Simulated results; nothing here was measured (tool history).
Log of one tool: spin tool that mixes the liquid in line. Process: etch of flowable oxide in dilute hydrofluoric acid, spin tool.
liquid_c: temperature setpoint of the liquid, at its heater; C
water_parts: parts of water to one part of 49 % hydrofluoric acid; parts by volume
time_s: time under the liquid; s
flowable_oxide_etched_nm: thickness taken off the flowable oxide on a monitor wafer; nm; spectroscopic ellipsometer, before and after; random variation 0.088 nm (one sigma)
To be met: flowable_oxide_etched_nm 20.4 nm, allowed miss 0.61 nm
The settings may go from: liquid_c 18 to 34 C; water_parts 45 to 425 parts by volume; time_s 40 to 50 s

run    day  liquid_c  water_parts  time_s  flowable_oxide_etched_nm
  1      0        26          235      50                    12.307
  2  0.271        27          230      50                    13.153
  3  0.462        27          230      40                    10.601
  4  0.633        27          215      40                    11.414
  5  0.779        25          215      40                    10.662
  6  1.046        26          210      40                    11.406
  7  1.279        27          200      40                     12.51
  8  1.646      27.5          195      40                    13.031
  9  1.888        28          190      40                    13.742
 10  2.154      28.5          185      40                    14.484
 11  2.246        29          180      40                    15.297
 12  2.296      29.5          180      40                    15.579
 13  2.496        30          180      40                     15.84
 14  2.567      30.5          180      40                    16.049
 15   2.75        31          175      40                     17.02

5 next moves are on the table. One of them brings every result within its allowed miss. Which?
  A  2.933      30.5          180      40                         ?
  B  2.933      30.5          170      50                         ?
  C  2.933      25.5          140      45                         ?
  D  2.933        34          210      50                         ?
  E  2.933      30.5          190      50                         ?

move  flowable_oxide_etched_nm
   A                      16.2
   B                    21.717
   C                    20.521
   D                    18.794
   E                    18.943
A: further off than the last run
B: takes the result that was furthest off past its target
C: meets every target
D: nearer than the last run, and not there yet
E: nearer than the last run, and not there yet
Answer: C
